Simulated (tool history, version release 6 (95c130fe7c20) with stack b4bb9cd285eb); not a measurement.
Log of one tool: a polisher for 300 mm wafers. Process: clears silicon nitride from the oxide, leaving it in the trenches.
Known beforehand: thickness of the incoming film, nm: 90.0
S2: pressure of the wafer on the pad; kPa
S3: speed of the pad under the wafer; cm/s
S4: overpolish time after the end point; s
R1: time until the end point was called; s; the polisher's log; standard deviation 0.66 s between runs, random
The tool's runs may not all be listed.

Run 1, hour 0: flow of slurry (ml/min) 295, S2 20.7 kPa, S3 82 cm/s, S4 9 s. Result: R1 105.14 s.
Run 2, hour 4.2: flow of slurry (ml/min) 295, S2 20.7 kPa, S3 82 cm/s, S4 9 s. Result: R1 106.27 s.
Run 3, hour 10.6: flow of slurry (ml/min) 295, S2 20.7 kPa, S3 82 cm/s, S4 9 s. Result: R1 103.48 s.
Run 4, hour 17.2: flow of slurry (ml/min) 295, S2 18.6 kPa, S3 82 cm/s, S4 9 s. Result: R1 114.98 s.
Run 5, hour 23.3: flow of slurry (ml/min) 295, S2 20.7 kPa, S3 82 cm/s, S4 9 s. Result: R1 106.13 s.
Run 6, hour 26.4: flow of slurry (ml/min) 295, S2 20.7 kPa, S3 82 cm/s, S4 9 s. Result: R1 103.74 s.
Run 7, hour 32: flow of slurry (ml/min) 295, S2 26.2 kPa, S3 84 cm/s, S4 9 s. Result: R1 82.683 s.
Run 8, hour 39.3: flow of slurry (ml/min) 295, S2 26.9 kPa, S3 84 cm/s, S4 9 s. Result: R1 79.737 s.

Expected results for the next run?
Run 9, hour 48.3: flow of slurry (ml/min) 295, S2 27.6 kPa, S3 84 cm/s, S4 9 s. Result: R1 ?.

Run 9 measured R1 76.86 s.
